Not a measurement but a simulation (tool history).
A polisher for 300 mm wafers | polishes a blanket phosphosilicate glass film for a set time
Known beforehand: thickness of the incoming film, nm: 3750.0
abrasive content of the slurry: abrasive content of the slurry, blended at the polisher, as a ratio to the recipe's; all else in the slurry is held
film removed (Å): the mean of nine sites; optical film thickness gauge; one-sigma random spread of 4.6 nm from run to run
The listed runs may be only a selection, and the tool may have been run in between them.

run	hour	flow of slurry (ml/min)	pressure of the wafer on the pad (kPa)	speed of the pad under the wafer (m/s)	abrasive content of the slurry	polishing time (s)	film removed (Å)
1	0	140	21.4	1.14	1	39	2702.3
2	6.5	150	24.1	1.18	1	39	3009.1
3	10.8	150	24.1	1.34	1	39	3294.6
4	19.3	150	18.6	1.34	1	39	2776.4
5	22.4	150	15.9	1.34	1	39	2569.1
6	24.9	150	15.9	1.54	1	39	2791.8
7	27.1	160	20	1.58	1	39	3314.5
8	28	165	23.4	1.62	1	39	3673.1
9	29.4	175	29.6	1.78	1.15	39	5176.5

What will run 10 give?
10	33.1	175	30.3	1.78	1.15	39	?

film removed (Å): 5220.3
